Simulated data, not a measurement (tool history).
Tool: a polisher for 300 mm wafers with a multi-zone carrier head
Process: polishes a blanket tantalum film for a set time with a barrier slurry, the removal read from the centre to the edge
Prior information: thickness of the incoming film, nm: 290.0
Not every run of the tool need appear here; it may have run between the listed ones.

run	day	flow of slurry (ml/min)	pressure of the head's centre zone	pressure of the head's middle zone	pressure of the head's edge zone	abrasive content of the slurry	polishing time (s)	film removed at the wafer's centre (angstrom)	film removed at mid-radius (angstrom)	film removed at the wafer's edge (angstrom)
1	0	260	1	1	1	1	70	699.88	679.19	736.26
2	0.146	260	1.01	0.99	0.99	0.95	69	682.86	644.32	701.56
3	0.267	260	1.01	0.98	0.98	0.9	69	661.83	643.25	696.82
4	0.542	260	1.03	0.97	0.97	0.85	68	659.23	613.1	672.42
5	0.854	260	1.04	0.96	0.96	0.8	68	650.4	586.76	642.28
6	1.112	260	1.04	0.95	0.95	0.8	68	649.24	587.34	644.35
7	1.296	260	1.04	0.94	0.94	0.8	68	642.73	582.69	635.71
8	1.588	260	1.04	0.93	0.93	0.8	68	654.6	583.17	629.13
# day 1.721: edge zone pressure recalibrated
9	1.721	255	1.04	0.92	0.92	0.8	68	656.1	566.02	611.33
10	1.829	250	1.03	0.91	0.92	0.8	68	638.97	569.4	602.12

What does the tool deliver on the next run?
11	2.067	245	1.03	0.9	0.92	0.8	68	?	?	?

film removed at the wafer's centre (angstrom): 643.04
film removed at mid-radius (angstrom): 565.31
film removed at the wafer's edge (angstrom): 608.35
